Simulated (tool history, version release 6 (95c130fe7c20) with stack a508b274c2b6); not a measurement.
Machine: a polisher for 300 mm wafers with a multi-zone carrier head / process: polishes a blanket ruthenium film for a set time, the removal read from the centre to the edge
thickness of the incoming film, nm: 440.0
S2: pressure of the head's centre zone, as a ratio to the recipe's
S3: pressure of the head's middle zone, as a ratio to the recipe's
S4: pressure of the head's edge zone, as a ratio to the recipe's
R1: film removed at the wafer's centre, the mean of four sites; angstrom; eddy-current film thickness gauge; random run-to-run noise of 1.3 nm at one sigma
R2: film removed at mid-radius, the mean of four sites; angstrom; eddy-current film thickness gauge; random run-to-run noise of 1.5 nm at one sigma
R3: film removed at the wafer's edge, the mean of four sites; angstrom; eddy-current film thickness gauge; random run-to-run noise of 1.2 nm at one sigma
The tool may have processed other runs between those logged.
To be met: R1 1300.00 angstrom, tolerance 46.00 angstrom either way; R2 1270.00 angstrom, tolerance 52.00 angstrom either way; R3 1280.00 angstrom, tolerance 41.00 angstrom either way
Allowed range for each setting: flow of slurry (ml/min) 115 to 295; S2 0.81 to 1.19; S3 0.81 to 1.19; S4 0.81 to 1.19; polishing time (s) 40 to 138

{"run": 1, "hour": 0.0, "flow of slurry (ml/min)": 190, "S2": 1.0, "S3": 1.0, "S4": 1.0, "polishing time (s)": 88, "R1": 922.27, "R2": 1054.7, "R3": 1050.5}
{"run": 2, "hour": 2.2, "flow of slurry (ml/min)": 190, "S2": 0.96, "S3": 1.0, "S4": 1.0, "polishing time (s)": 88, "R1": 901.28, "R2": 1030.8, "R3": 1045.4}
{"run": 3, "hour": 10.7, "flow of slurry (ml/min)": 210, "S2": 1.03, "S3": 0.98, "S4": 1.01, "polishing time (s)": 92, "R1": 1019.5, "R2": 1064.3, "R3": 1111.4}
{"run": 4, "hour": 19.3, "flow of slurry (ml/min)": 220, "S2": 1.07, "S3": 1.01, "S4": 1.04, "polishing time (s)": 94, "R1": 1094.3, "R2": 1118.7, "R3": 1142.5}
{"run": 5, "hour": 27.6, "flow of slurry (ml/min)": 220, "S2": 1.07, "S3": 1.01, "S4": 1.04, "polishing time (s)": 76, "R1": 882.92, "R2": 923.48, "R3": 949.85}
{"run": 6, "hour": 30.3, "flow of slurry (ml/min)": 220, "S2": 1.0, "S3": 1.01, "S4": 1.04, "polishing time (s)": 76, "R1": 807.33, "R2": 921.59, "R3": 946.93}
{"run": 7, "hour": 35.3, "flow of slurry (ml/min)": 225, "S2": 1.04, "S3": 1.03, "S4": 1.06, "polishing time (s)": 84, "R1": 945.77, "R2": 1031.4, "R3": 1060.0}
{"run": 8, "hour": 40.4, "flow of slurry (ml/min)": 230, "S2": 1.08, "S3": 1.05, "S4": 1.08, "polishing time (s)": 88, "R1": 1033.9, "R2": 1113.5, "R3": 1112.8}

Pick the move, out of 4, that brings all results within their allowed miss; only one does.
{"run": "A", "hour": 45.5, "flow of slurry (ml/min)": 210, "S2": 0.91, "S3": 1.12, "S4": 1.08, "polishing time (s)": 79, "R1": "?", "R2": "?", "R3": "?"}
{"run": "B", "hour": 45.5, "flow of slurry (ml/min)": 185, "S2": 1.16, "S3": 1.03, "S4": 1.02, "polishing time (s)": 107, "R1": "?", "R2": "?", "R3": "?"}
{"run": "C", "hour": 45.5, "flow of slurry (ml/min)": 220, "S2": 1.02, "S3": 0.97, "S4": 1.12, "polishing time (s)": 107, "R1": "?", "R2": "?", "R3": "?"}
{"run": "D", "hour": 45.5, "flow of slurry (ml/min)": 235, "S2": 1.02, "S3": 1.03, "S4": 1.15, "polishing time (s)": 104, "R1": "?", "R2": "?", "R3": "?"}

move=A R1=762.04 R2=1050.60 R3=1001.50
move=B R1=1290.90 R2=1296.80 R3=1300.60
move=C R1=1166.90 R2=1267.10 R3=1391.40
move=D R1=1146.00 R2=1307.10 R3=1379.00
A: the biggest miss grows against the last run
B: in spec on every target
C: nearer the targets than the last run, but a result is still out of spec
D: nearer the targets than the last run, but a result is still out of spec
Answer: B

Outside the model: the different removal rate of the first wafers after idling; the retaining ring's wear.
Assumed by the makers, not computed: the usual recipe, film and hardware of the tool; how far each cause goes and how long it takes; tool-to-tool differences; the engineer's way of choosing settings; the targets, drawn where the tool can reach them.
